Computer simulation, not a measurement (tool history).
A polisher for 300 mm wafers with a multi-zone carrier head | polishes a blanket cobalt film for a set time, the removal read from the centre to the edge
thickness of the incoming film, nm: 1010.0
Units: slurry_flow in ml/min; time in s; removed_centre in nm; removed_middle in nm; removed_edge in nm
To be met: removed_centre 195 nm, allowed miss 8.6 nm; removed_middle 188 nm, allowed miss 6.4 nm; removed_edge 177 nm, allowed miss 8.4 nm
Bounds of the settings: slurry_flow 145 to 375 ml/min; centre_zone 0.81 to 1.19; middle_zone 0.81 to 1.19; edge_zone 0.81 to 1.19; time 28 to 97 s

run,day,slurry_flow,centre_zone,middle_zone,edge_zone,time,removed_centre,removed_middle,removed_edge
1,0,240,1,1,1,62,323.19,314.89,297.87
2,0.146,240,1,1,1,77,397.5,389.71,375.06
3,0.396,240,0.93,1,1,77,360.42,392.23,369.97
4,0.488,240,0.93,1,1,70,336.19,348.17,339.31
5,0.688,235,0.92,1,0.96,57,263.83,288.11,271.28
6,0.725,240,0.95,0.98,0.93,49,237.43,245.01,233.65
7,1,235,0.99,0.95,0.83,33,166.36,157.53,147.06
8,1.096,250,1,0.97,0.87,33,170.73,162.44,148.34
9,1.146,250,1,0.98,0.92,34,175.14,173.29,160.49
10,1.312,250,1.01,0.98,0.94,35,184.79,176.03,166.68
11,1.492,250,1.01,0.99,0.96,35,180.73,177.47,166.27

5 next moves are on the table. One of them brings every result within its allowed miss. Which?
A,1.671,210,0.97,1,1.04,34,?,?,?
B,1.671,230,0.93,1.02,1.01,35,?,?,?
C,1.671,280,0.87,1,1,38,?,?,?
D,1.671,255,0.99,0.96,0.9,38,?,?,?
E,1.671,250,1.11,1,1.01,32,?,?,?

move,removed_centre,removed_middle,removed_edge
A,165.93,167.84,166.31
B,166.2,178.12,170.54
C,173.33,194.97,187.81
D,195.02,186.23,177.75
E,183.83,161.78,157.27
A: further off than the last run
B: further off than the last run
C: further off than the last run
D: meets every target
E: further off than the last run
Answer: D
